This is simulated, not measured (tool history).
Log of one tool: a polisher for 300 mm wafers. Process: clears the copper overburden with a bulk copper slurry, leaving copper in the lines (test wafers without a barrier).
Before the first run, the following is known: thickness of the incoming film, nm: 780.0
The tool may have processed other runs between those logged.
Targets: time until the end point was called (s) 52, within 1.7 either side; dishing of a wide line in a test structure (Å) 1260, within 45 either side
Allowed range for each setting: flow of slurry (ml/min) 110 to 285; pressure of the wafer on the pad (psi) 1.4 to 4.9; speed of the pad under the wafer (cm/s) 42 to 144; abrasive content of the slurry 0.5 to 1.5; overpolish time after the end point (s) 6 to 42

run,day,flow of slurry (ml/min),pressure of the wafer on the pad (psi),speed of the pad under the wafer (cm/s),abrasive content of the slurry,overpolish time after the end point (s),time until the end point was called (s),dishing of a wide line in a test structure (Å)
1,0,180,3.1,92,1,21,80.763,916.68
2,0.371,190,3.5,92,1,22,72.663,1000.6
3,0.704,190,3.9,92,1,22,63.886,1073.7
4,0.942,190,3.9,74,1,22,79.122,960.5
5,1.129,170,3.9,74,1,22,79.787,958.62
6,1.358,170,3.9,74,1,14,81.041,737.53
7,1.571,170,3.9,74,1,14,80.152,737.77
8,1.767,170,4.2,80,1,17,69.375,934.21
9,2.129,175,4.4,82,1,18,64.438,996.25
10,2.279,180,4.6,84,1,19,59.601,1052.3
11,2.425,180,4.7,86,1,20,57.759,1101.5
12,2.496,185,4.8,88,1,21,54.029,1135.2
13,2.667,180,4.8,90,1,22,53.422,1189
14,2.946,185,4.8,90,1,23,54.399,1182.5

Which of these 5 next moves meets every target?
A,3.225,205,4.8,86,1,27,?,?
B,3.225,195,4.7,88,0.85,27,?,?
C,3.225,195,4.7,100,1.1,32,?,?
D,3.225,170,4.8,84,1.05,19,?,?
E,3.225,215,4.9,92,0.9,25,?,?

move,time until the end point was called (s),dishing of a wide line in a test structure (Å)
A,55.655,1249.6
B,58.955,1224.2
C,47.882,1340.3
D,57.259,1085.4
E,52.617,1245.5
A: puts the biggest miss on target and leaves a different result outside tolerance
B: puts the biggest miss on target and leaves a different result outside tolerance
C: the result that was furthest off in the last run now lies on the other side of its target
D: lands further from the targets than the last run did
E: each result inside its tolerance
So the answer is move E, the one that meets all the targets.
